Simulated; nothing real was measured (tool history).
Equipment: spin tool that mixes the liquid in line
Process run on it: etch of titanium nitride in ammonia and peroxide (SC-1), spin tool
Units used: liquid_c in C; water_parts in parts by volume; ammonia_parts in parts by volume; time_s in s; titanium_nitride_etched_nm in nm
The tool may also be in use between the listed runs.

Run 1, day 0: liquid_c 51 C, water_parts 13 parts by volume, ammonia_parts 0.5 parts by volume, time_s 65 s. Result: titanium_nitride_etched_nm 6.8321 nm.
Run 2, day 0.354: liquid_c 51 C, water_parts 13 parts by volume, ammonia_parts 0.6 parts by volume, time_s 65 s. Result: titanium_nitride_etched_nm 7.1276 nm.
Run 3, day 0.483: liquid_c 51 C, water_parts 13 parts by volume, ammonia_parts 0.6 parts by volume, time_s 45 s. Result: titanium_nitride_etched_nm 4.9468 nm.
Run 4, day 0.729: liquid_c 51 C, water_parts 13 parts by volume, ammonia_parts 0.6 parts by volume, time_s 65 s. Result: titanium_nitride_etched_nm 7.1029 nm.
Run 5, day 0.817: liquid_c 51 C, water_parts 17.5 parts by volume, ammonia_parts 0.6 parts by volume, time_s 65 s. Result: titanium_nitride_etched_nm 6.0366 nm.
Run 6, day 1.054: liquid_c 51 C, water_parts 17.5 parts by volume, ammonia_parts 0.6 parts by volume, time_s 65 s. Result: titanium_nitride_etched_nm 5.993 nm.

Estimate the outcome of run 7 from the log above:
Run 7, day 1.258: liquid_c 49.5 C, water_parts 17.5 parts by volume, ammonia_parts 0.6 parts by volume, time_s 65 s. Result: titanium_nitride_etched_nm ?.

Run 7 yielded titanium_nitride_etched_nm 5.49 nm.
